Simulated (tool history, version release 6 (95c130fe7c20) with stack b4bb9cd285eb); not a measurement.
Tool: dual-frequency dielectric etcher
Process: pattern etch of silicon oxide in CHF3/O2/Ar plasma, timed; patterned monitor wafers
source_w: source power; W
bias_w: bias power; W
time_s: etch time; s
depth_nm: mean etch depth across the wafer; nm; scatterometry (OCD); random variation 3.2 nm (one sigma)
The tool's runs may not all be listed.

run  hour  source_w  bias_w  time_s  depth_nm
  1     0       830     121     592    1141.8
  2   6.9       750     121     592    1085.7
  3  14.2       690     115     592    1016.8
  4  22.1       640     113     592    973.05
  5  23.6       640     113     592    971.09
  6  28.7       640     125     592    993.89
  7  34.3       600     124     592    956.68
  8  35.5       570     123     592     920.6

The next listed run, before its measurement:
  9  42.4       560     123     592         ?

Run 9 gave depth_nm 914.54 nm.
